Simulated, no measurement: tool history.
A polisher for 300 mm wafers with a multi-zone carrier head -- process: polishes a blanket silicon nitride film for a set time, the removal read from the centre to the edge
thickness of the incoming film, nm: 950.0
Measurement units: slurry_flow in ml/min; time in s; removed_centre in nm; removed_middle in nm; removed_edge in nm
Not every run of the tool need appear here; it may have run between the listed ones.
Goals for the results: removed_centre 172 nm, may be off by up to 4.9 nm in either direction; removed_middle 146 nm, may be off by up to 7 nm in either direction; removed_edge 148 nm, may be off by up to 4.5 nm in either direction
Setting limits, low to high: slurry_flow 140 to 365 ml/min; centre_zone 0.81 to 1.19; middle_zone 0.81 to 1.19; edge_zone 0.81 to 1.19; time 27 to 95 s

run	hour	slurry_flow	centre_zone	middle_zone	edge_zone	time	removed_centre	removed_middle	removed_edge
1	0	235	1	1	1	61	125.14	124.75	126.31
2	8.9	235	1	1	1.06	61	125.89	125.09	129.05
3	10.6	240	1.03	1.01	1.07	62	131.68	129.44	132.58
4	15.4	250	1.06	1.01	1.07	63	136.8	129.42	133.44
5	18	250	1.06	1.06	1.07	63	137.73	136.78	135.76
6	24.4	255	1.08	1.06	1.07	64	141.73	140.01	137.75
7	30.2	260	1.1	1.05	1.07	65	148.6	140.64	137.96
8	35.9	265	1.11	1.05	1.08	66	150.34	140.61	141.56
9	38.4	265	1.12	1.05	1.08	67	156.34	141.94	144.15
10	40.8	265	1.13	1.05	1.08	67	159.25	146.85	146.13
11	43.2	265	1.14	1.05	1.08	67	159.07	140.23	145.49

Which single option among these 4 for the next run brings every result within its allowed miss of target? Just one does.
A	45.6	290	0.99	0.99	1.17	66	?	?	?
B	45.6	245	1.13	1.04	1.14	66	?	?	?
C	45.6	215	1.16	1.01	0.98	73	?	?	?
D	45.6	235	1.03	1.08	1.03	71	?	?	?

move	removed_centre	removed_middle	removed_edge
A	139.13	134.82	149.72
B	155.58	137.74	145.44
C	173.13	145.98	147.3
D	151.58	152.29	148
A: the biggest miss grows against the last run
B: the biggest miss grows against the last run
C: hits every target within its allowed miss
D: the biggest miss grows against the last run
So the answer is move C, the one that meets all the targets.
